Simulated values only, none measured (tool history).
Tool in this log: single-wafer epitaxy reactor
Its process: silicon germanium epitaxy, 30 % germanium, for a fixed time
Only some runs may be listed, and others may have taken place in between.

| run | hour | wafer temperature setpoint (pyrometer-controlled) (K) | chamber pressure (Torr) | mean film thickness on the monitor wafer (Å) |
|---|---|---|---|---|
| 1 | 0.0 | 883.15 | 17.9 | 688.63 |
| 2 | 5.3 | 892.15 | 17.9 | 793.65 |
| 3 | 9.7 | 892.15 | 20.1 | 828.84 |
| 4 | 13.8 | 887.15 | 20.0 | 765.19 |
| 5 | 18.2 | 897.15 | 20.0 | 890.90 |
| 6 | 23.0 | 890.15 | 19.9 | 797.50 |
| 7 | 25.2 | 885.15 | 19.8 | 739.73 |
| 8 | 30.9 | 881.15 | 19.7 | 690.29 |
| 9 | 36.4 | 878.15 | 19.7 | 660.16 |
| 10 | 42.6 | 875.15 | 19.7 | 629.49 |
| 11 | 47.8 | 873.15 | 19.7 | 609.55 |

Run 12 comes next. What will it give?
| 12 | 53.8 | 872.15 | 19.7 | ? |

For run 12 the tool returned mean film thickness on the monitor wafer (Å) 599.74.
